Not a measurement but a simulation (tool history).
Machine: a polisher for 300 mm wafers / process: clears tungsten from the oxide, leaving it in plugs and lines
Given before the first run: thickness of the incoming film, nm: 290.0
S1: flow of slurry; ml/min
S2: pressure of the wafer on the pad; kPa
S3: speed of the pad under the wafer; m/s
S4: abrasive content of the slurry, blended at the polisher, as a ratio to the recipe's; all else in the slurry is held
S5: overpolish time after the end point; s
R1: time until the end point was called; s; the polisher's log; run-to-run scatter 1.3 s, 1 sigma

| run | day | S1 | S2 | S3 | S4 | S5 | R1 |
|---|---|---|---|---|---|---|---|
| 1 | 0.000 | 165 | 33.1 | 0.98 | 1.0 | 14 | 41.832 |
| 2 | 0.367 | 195 | 33.1 | 0.98 | 1.0 | 14 | 40.187 |
| 3 | 0.467 | 195 | 33.1 | 0.98 | 1.0 | 14 | 40.993 |
| 4 | 0.646 | 195 | 33.1 | 0.80 | 1.0 | 14 | 49.603 |
| 5 | 0.896 | 160 | 33.1 | 0.80 | 1.0 | 14 | 51.602 |
| 6 | 1.117 | 160 | 33.1 | 0.80 | 1.0 | 14 | 51.518 |
| 7 | 1.346 | 155 | 27.6 | 0.74 | 1.0 | 14 | 65.445 |

Run 8 has not been measured yet. What should we expect?
| 8 | 1.562 | 145 | 17.9 | 0.56 | 1.0 | 14 | ? |

Run 8 produced R1 132.490 s.
